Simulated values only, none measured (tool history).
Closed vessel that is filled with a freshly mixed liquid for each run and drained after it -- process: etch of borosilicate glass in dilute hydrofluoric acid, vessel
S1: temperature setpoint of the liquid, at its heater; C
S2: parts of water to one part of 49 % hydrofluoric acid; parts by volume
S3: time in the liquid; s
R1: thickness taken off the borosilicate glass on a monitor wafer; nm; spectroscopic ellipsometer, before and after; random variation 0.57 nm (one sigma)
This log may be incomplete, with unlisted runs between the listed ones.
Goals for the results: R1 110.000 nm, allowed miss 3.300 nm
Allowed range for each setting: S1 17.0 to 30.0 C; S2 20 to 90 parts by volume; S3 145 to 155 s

run,hour,S1,S2,S3,R1
1,0.0,22.0,50,145,66.846
2,2.0,22.0,65,145,50.228
3,5.0,24.0,60,145,59.392
4,11.1,22.0,60,145,55.088
5,17.4,24.0,55,145,64.884
6,19.8,24.0,55,155,70.037
7,26.8,28.0,45,155,101.190
8,31.9,28.5,45,155,103.770
9,39.7,29.0,45,155,106.060

Which one of the following 4 next-run settings gets every result inside its allowed miss? There is exactly one.
A,47.5,28.5,45,150,?
B,47.5,29.5,45,145,?
C,47.5,29.0,40,155,?
D,47.5,28.5,40,145,?

move,R1
A,99.314
B,99.895
C,118.670
D,108.820
A: the biggest miss grows against the last run
B: the biggest miss grows against the last run
C: pushes the last run's worst result past its target
D: each result inside its tolerance
The right move is D.

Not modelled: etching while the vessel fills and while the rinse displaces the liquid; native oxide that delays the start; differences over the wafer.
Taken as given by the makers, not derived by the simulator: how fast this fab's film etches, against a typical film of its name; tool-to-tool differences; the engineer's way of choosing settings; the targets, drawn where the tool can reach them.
